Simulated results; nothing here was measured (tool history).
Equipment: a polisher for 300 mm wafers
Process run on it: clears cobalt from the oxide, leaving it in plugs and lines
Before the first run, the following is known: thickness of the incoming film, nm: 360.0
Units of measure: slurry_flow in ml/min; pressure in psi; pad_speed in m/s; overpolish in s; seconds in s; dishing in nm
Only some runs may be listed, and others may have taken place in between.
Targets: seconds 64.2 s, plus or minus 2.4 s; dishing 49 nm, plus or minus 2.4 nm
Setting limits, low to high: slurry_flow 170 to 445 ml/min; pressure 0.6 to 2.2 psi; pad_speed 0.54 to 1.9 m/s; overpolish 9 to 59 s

run	day	slurry_flow	pressure	pad_speed	overpolish	seconds	dishing
1	0	285	1.4	1.22	30	81.781	49.547
2	0.321	285	1.7	1.22	30	67.151	49.967
3	0.462	250	1.7	1.22	30	68.409	50.064
4	0.721	255	1.7	1.22	29	68.903	48.559
5	1.054	255	1.7	1.22	19	68.234	43.723
6	1.25	310	1.7	1.22	19	67.747	44.758
7	1.296	310	1.7	1.22	21	67.982	45.592
8	1.508	310	1.7	1.22	23	67.844	46.885
9	1.825	310	1.7	1.22	24	67.836	48.672
10	2.112	315	1.7	1.22	24	66.886	47.015

Which one of the following 5 next-run settings gets every result inside its allowed miss? There is exactly one.
A	2.4	305	1.7	1.4	24	?	?
B	2.4	305	1.9	1.24	17	?	?
C	2.4	445	1.5	1.42	26	?	?
D	2.4	255	1.9	1.2	17	?	?
E	2.4	360	1.8	1.08	22	?	?

move	seconds	dishing
A	60.41	49.853
B	60.899	44.751
C	65.105	49.969
D	63.62	44.01
E	71.506	46.418
A: pushes the last run's worst result past its target
B: pushes the last run's worst result past its target
C: every result lands within tolerance
D: the worst result of the last run now meets its target, but another is out of spec
E: its largest miss is bigger than the last run's
The move that meets every target is C.
